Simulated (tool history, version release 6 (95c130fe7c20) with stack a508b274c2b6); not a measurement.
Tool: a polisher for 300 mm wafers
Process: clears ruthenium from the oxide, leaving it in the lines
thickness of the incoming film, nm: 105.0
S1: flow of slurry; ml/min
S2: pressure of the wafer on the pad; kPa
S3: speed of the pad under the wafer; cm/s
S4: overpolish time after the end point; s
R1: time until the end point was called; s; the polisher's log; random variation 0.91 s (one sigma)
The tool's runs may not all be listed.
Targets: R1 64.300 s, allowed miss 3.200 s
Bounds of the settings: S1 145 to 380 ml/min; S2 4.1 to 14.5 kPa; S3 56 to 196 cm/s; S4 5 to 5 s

run,hour,S1,S2,S3,S4,R1
1,0.0,245,9.0,126,5,101.330
2,4.1,245,9.7,126,5,96.760
3,6.6,195,9.7,126,5,96.424
4,7.9,195,10.3,126,5,92.740
5,11.0,195,11.0,128,5,88.659
6,13.8,250,11.0,128,5,85.134
7,19.3,250,11.7,128,5,80.917
8,22.3,250,12.4,128,5,76.272
9,26.4,250,13.1,128,5,72.765
10,33.1,250,13.8,130,5,69.728

Which of these 5 next moves meets every target?
A,39.8,285,13.8,142,5,?
B,39.8,220,14.5,120,5,?
C,39.8,295,12.4,120,5,?
D,39.8,235,14.5,112,5,?
E,39.8,235,13.8,120,5,?

move,R1
A,62.672
B,71.483
C,78.675
D,75.054
E,73.863
A: meets every target
B: further off than the last run
C: further off than the last run
D: further off than the last run
E: further off than the last run
Answer: A
